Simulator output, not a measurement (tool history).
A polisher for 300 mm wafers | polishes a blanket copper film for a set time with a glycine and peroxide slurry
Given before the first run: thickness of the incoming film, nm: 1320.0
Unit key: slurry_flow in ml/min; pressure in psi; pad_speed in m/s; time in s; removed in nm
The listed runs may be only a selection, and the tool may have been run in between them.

run 1 day=0.000 | slurry_flow=150 pressure=2.0 pad_speed=1.04 time=105 | removed=549.72
run 2 day=0.358 | slurry_flow=145 pressure=1.8 pad_speed=1.04 time=105 | removed=501.70
run 3 day=0.458 | slurry_flow=140 pressure=1.7 pad_speed=1.04 time=105 | removed=484.97
run 4 day=0.808 | slurry_flow=140 pressure=1.7 pad_speed=1.04 time=105 | removed=479.48
run 5 day=1.050 | slurry_flow=135 pressure=1.6 pad_speed=1.04 time=105 | removed=458.37
run 6 day=1.262 | slurry_flow=120 pressure=1.6 pad_speed=1.04 time=105 | removed=449.72

What does the tool deliver on the next run?
run 7 day=1.592 | slurry_flow=120 pressure=1.6 pad_speed=1.04 time=105 | removed=?

For run 7 the tool returned removed 450.12 nm.
